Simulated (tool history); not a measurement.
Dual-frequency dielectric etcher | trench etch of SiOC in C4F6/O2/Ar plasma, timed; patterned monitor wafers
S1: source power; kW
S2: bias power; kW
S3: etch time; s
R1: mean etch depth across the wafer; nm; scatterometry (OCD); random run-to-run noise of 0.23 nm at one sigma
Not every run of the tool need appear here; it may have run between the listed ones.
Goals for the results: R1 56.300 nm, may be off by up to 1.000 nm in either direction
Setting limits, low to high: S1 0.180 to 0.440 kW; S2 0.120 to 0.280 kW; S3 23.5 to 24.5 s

{"run": 1, "hour": 0.0, "S1": 0.31, "S2": 0.2, "S3": 23.5, "R1": 47.015}
{"run": 2, "hour": 3.5, "S1": 0.31, "S2": 0.2, "S3": 24.5, "R1": 49.093}
{"run": 3, "hour": 4.5, "S1": 0.33, "S2": 0.202, "S3": 24.5, "R1": 51.148}
{"run": 4, "hour": 13.0, "S1": 0.34, "S2": 0.203, "S3": 24.5, "R1": 52.145}
{"run": 5, "hour": 20.1, "S1": 0.34, "S2": 0.203, "S3": 23.5, "R1": 49.953}
{"run": 6, "hour": 23.8, "S1": 0.29, "S2": 0.203, "S3": 23.5, "R1": 45.679}
{"run": 7, "hour": 28.4, "S1": 0.31, "S2": 0.205, "S3": 23.5, "R1": 47.662}
{"run": 8, "hour": 30.5, "S1": 0.33, "S2": 0.206, "S3": 23.5, "R1": 49.075}
{"run": 9, "hour": 39.3, "S1": 0.33, "S2": 0.206, "S3": 23.5, "R1": 49.373}
{"run": 10, "hour": 44.4, "S1": 0.34, "S2": 0.207, "S3": 23.5, "R1": 50.119}
{"run": 11, "hour": 45.7, "S1": 0.4, "S2": 0.217, "S3": 23.5, "R1": 54.896}

Of the 4 settings listed for the next run, only one would bring every result within its allowed miss of target. Which one?
{"run": "A", "hour": 47.0, "S1": 0.37, "S2": 0.222, "S3": 23.5, "R1": "?"}
{"run": "B", "hour": 47.0, "S1": 0.36, "S2": 0.21, "S3": 23.5, "R1": "?"}
{"run": "C", "hour": 47.0, "S1": 0.37, "S2": 0.216, "S3": 24.0, "R1": "?"}
{"run": "D", "hour": 47.0, "S1": 0.44, "S2": 0.18, "S3": 24.5, "R1": "?"}

move=A R1=53.537
move=B R1=51.831
move=C R1=54.157
move=D R1=56.382
A: moves away from the targets compared with the last run
B: moves away from the targets compared with the last run
C: moves away from the targets compared with the last run
D: every result within its allowed miss
Correct choice: D, which meets every target
